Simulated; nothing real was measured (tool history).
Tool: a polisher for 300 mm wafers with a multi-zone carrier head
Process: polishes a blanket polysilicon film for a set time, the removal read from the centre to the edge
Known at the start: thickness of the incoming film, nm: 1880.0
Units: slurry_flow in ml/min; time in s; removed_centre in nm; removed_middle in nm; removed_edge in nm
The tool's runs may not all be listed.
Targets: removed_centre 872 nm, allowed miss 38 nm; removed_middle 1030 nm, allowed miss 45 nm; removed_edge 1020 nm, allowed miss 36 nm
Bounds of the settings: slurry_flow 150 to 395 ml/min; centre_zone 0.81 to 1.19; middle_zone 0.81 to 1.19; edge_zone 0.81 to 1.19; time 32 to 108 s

| run | hour | slurry_flow | centre_zone | middle_zone | edge_zone | time | removed_centre | removed_middle | removed_edge |
|---|---|---|---|---|---|---|---|---|---|
| 1 | 0 | 250 | 1 | 1 | 1 | 70 | 806.67 | 787.32 | 795.97 |
| 2 | 6.5 | 250 | 0.99 | 1.01 | 1.02 | 71 | 793.17 | 801.54 | 828.69 |
| 3 | 13.2 | 255 | 0.99 | 1.03 | 1.03 | 72 | 800.68 | 811.69 | 835.77 |
| 4 | 19.7 | 220 | 0.99 | 1.03 | 1.03 | 72 | 788.71 | 783.2 | 827.13 |
| 5 | 23.1 | 230 | 0.99 | 1.04 | 1.04 | 73 | 807.17 | 814.79 | 848.21 |
| 6 | 31.5 | 240 | 0.99 | 1.05 | 1.05 | 74 | 813.17 | 858.77 | 880.35 |
| 7 | 37.8 | 250 | 0.99 | 1.05 | 1.06 | 74 | 826.5 | 847.28 | 875.67 |
| 8 | 42.4 | 255 | 0.98 | 1.06 | 1.07 | 75 | 836.13 | 864.43 | 910.35 |
| 9 | 43.2 | 265 | 0.98 | 1.07 | 1.07 | 75 | 824.73 | 865.19 | 898.86 |
| 10 | 47.7 | 270 | 0.98 | 1.08 | 1.07 | 76 | 851.49 | 908.94 | 912.53 |
| 11 | 48.3 | 275 | 0.98 | 1.09 | 1.08 | 76 | 856.24 | 895.43 | 916.14 |
| 12 | 55.6 | 280 | 0.97 | 1.1 | 1.08 | 77 | 839.93 | 925.08 | 918.11 |
| 13 | 61.7 | 285 | 0.97 | 1.11 | 1.09 | 78 | 871.83 | 945.85 | 938.03 |
| 14 | 64.4 | 285 | 0.97 | 1.11 | 1.09 | 78 | 857.11 | 925.85 | 950.25 |
| 15 | 73.2 | 285 | 0.97 | 1.12 | 1.09 | 79 | 870.46 | 979.54 | 954.23 |
| 16 | 74 | 285 | 0.97 | 1.12 | 1.1 | 79 | 886.29 | 972.12 | 969.12 |

Which of these 5 next moves meets every target?
| A | 74.8 | 315 | 0.97 | 1.09 | 1.19 | 79 | ? | ? | ? |
| B | 74.8 | 235 | 0.98 | 1.04 | 1.12 | 83 | ? | ? | ? |
| C | 74.8 | 250 | 0.92 | 1.15 | 1.13 | 84 | ? | ? | ? |
| D | 74.8 | 305 | 1.02 | 1.15 | 1.07 | 79 | ? | ? | ? |
| E | 74.8 | 295 | 0.98 | 1.19 | 0.93 | 81 | ? | ? | ? |

| move | removed_centre | removed_middle | removed_edge |
|---|---|---|---|
| A | 890.52 | 955.72 | 998.52 |
| B | 911.23 | 939.11 | 996.51 |
| C | 873.44 | 1031.2 | 1017.2 |
| D | 933.88 | 990.88 | 949.84 |
| E | 916.5 | 1039 | 916.43 |
A: brings the result that was furthest off to its target, and leaves another outside
B: brings the result that was furthest off to its target, and leaves another outside
C: meets every target
D: further off than the last run
E: further off than the last run
Answer: C
